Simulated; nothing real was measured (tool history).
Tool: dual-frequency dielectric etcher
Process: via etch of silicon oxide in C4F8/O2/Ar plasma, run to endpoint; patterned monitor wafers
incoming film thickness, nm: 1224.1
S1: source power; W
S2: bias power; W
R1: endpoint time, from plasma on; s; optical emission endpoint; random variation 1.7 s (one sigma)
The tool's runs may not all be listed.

| run | hour | S1 | S2 | R1 |
|---|---|---|---|---|
| 1 | 0.0 | 2410 | 2193 | 222.44 |
| 2 | 5.3 | 2830 | 2193 | 208.70 |
| 3 | 8.6 | 2650 | 2139 | 213.55 |
| 4 | 9.9 | 2650 | 2453 | 207.70 |
| 5 | 13.3 | 2470 | 2383 | 215.11 |
| 6 | 16.4 | 2320 | 2326 | 220.33 |
| 7 | 24.7 | 2190 | 2261 | 229.30 |
| 8 | 32.1 | 2100 | 2236 | 228.72 |
| 9 | 38.2 | 2000 | 2177 | 233.59 |

The next listed run, before its measurement:
| 10 | 41.6 | 1920 | 2132 | ? |

{"run 10": {"R1": 240.2}}

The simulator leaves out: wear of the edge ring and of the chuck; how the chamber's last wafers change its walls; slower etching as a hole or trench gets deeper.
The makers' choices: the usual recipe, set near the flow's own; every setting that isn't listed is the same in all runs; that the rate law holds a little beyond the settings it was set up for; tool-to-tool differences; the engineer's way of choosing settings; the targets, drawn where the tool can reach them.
